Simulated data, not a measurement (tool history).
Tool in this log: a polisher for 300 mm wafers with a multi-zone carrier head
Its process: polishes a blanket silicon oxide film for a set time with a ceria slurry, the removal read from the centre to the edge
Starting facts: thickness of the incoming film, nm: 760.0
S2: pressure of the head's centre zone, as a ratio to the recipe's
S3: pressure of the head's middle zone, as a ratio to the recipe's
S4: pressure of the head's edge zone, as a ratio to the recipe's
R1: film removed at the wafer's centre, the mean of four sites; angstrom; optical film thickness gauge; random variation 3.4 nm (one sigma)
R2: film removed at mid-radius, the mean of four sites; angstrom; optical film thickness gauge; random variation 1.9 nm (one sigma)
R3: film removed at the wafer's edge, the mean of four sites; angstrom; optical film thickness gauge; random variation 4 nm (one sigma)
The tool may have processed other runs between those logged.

{"run": 1, "day": 0.0, "flow of slurry (ml/min)": 265, "S2": 1.0, "S3": 1.0, "S4": 1.0, "polishing time (s)": 36, "R1": 2284.1, "R2": 2298.5, "R3": 2333.1}
{"run": 2, "day": 0.167, "flow of slurry (ml/min)": 275, "S2": 1.04, "S3": 1.01, "S4": 1.04, "polishing time (s)": 38, "R1": 2508.2, "R2": 2443.8, "R3": 2467.3}
{"run": 3, "day": 0.304, "flow of slurry (ml/min)": 275, "S2": 1.01, "S3": 1.01, "S4": 1.04, "polishing time (s)": 38, "R1": 2456.1, "R2": 2426.0, "R3": 2498.5}
{"run": 4, "day": 0.488, "flow of slurry (ml/min)": 285, "S2": 1.04, "S3": 1.01, "S4": 1.07, "polishing time (s)": 40, "R1": 2669.8, "R2": 2575.7, "R3": 2658.3}
{"run": 5, "day": 0.675, "flow of slurry (ml/min)": 285, "S2": 0.98, "S3": 1.01, "S4": 1.07, "polishing time (s)": 40, "R1": 2530.1, "R2": 2567.9, "R3": 2656.1}
{"run": 6, "day": 0.808, "flow of slurry (ml/min)": 285, "S2": 0.95, "S3": 1.01, "S4": 1.07, "polishing time (s)": 40, "R1": 2408.9, "R2": 2587.8, "R3": 2668.5}
{"run": 7, "day": 1.004, "flow of slurry (ml/min)": 285, "S2": 0.99, "S3": 1.01, "S4": 1.09, "polishing time (s)": 42, "R1": 2694.6, "R2": 2703.4, "R3": 2730.8}
{"run": 8, "day": 1.354, "flow of slurry (ml/min)": 315, "S2": 1.01, "S3": 0.99, "S4": 1.1, "polishing time (s)": 43, "R1": 2781.5, "R2": 2737.8, "R3": 2900.6}
{"run": 9, "day": 1.621, "flow of slurry (ml/min)": 325, "S2": 1.05, "S3": 0.99, "S4": 1.12, "polishing time (s)": 44, "R1": 3011.2, "R2": 2831.3, "R3": 2990.5}
{"run": 10, "day": 1.867, "flow of slurry (ml/min)": 335, "S2": 1.07, "S3": 0.99, "S4": 1.13, "polishing time (s)": 45, "R1": 3124.5, "R2": 2887.5, "R3": 3049.2}

Predict the results of run 11:
{"run": 11, "day": 2.15, "flow of slurry (ml/min)": 335, "S2": 1.08, "S3": 0.99, "S4": 1.14, "polishing time (s)": 46, "R1": "?", "R2": "?", "R3": "?"}

R1: 3306.0 angstrom
R2: 2937.6 angstrom
R3: 3206.3 angstrom
